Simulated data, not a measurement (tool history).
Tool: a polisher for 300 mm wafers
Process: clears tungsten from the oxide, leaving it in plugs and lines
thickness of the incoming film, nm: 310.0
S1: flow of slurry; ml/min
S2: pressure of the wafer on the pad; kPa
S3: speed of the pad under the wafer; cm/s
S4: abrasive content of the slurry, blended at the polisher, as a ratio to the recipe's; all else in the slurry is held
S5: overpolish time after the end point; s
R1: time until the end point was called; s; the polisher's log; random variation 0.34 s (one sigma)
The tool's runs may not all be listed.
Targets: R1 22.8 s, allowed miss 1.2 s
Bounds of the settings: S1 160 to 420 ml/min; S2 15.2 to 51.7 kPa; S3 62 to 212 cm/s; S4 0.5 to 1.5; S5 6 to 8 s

run 1 hour=0 | S1=270 S2=33.1 S3=136 S4=1 S5=8 | R1=35.942
run 2 hour=5.3 | S1=270 S2=33.1 S3=150 S4=1 S5=8 | R1=33.678
run 3 hour=6 | S1=270 S2=35.9 S3=152 S4=1 S5=8 | R1=30.599
run 4 hour=8.4 | S1=270 S2=37.9 S3=154 S4=1 S5=8 | R1=29.63
run 5 hour=14.1 | S1=270 S2=37.9 S3=128 S4=1 S5=8 | R1=33.28
run 6 hour=19.8 | S1=270 S2=37.9 S3=128 S4=0.85 S5=8 | R1=33.999
run 7 hour=21.3 | S1=270 S2=40.7 S3=130 S4=0.85 S5=8 | R1=31.869
run 8 hour=23.7 | S1=270 S2=42.7 S3=134 S4=0.85 S5=8 | R1=29.323
run 9 hour=32.5 | S1=270 S2=44.8 S3=136 S4=0.85 S5=8 | R1=28.336
run 10 hour=36.1 | S1=270 S2=46.2 S3=138 S4=0.85 S5=8 | R1=27.343
run 11 hour=39.4 | S1=270 S2=47.6 S3=140 S4=0.85 S5=8 | R1=26.312
run 12 hour=46.7 | S1=270 S2=47.6 S3=140 S4=0.85 S5=8 | R1=26.043
run 13 hour=51.6 | S1=270 S2=48.3 S3=142 S4=0.85 S5=8 | R1=25.684
run 14 hour=55.3 | S1=270 S2=49 S3=144 S4=0.85 S5=8 | R1=25.615
-- hour=63.9 worn pad replaced by a new one
run 15 hour=63.9 | S1=270 S2=49.6 S3=148 S4=0.85 S5=8 | R1=21.229

Which of these 5 next moves meets every target?
run A hour=72.5 | S1=230 S2=46.2 S3=132 S4=0.8 S5=8 | R1=?
run B hour=72.5 | S1=300 S2=51.7 S3=150 S4=1 S5=6 | R1=?
run C hour=72.5 | S1=210 S2=50.3 S3=154 S4=1 S5=8 | R1=?
run D hour=72.5 | S1=220 S2=42.7 S3=172 S4=0.8 S5=6 | R1=?
run E hour=72.5 | S1=300 S2=46.9 S3=148 S4=1.05 S5=8 | R1=?

move=A R1=25.711
move=B R1=18.867
move=C R1=19.812
move=D R1=22.766
move=E R1=20.664
A: takes the result that was furthest off past its target
B: further off than the last run
C: further off than the last run
D: meets every target
E: further off than the last run
Answer: D
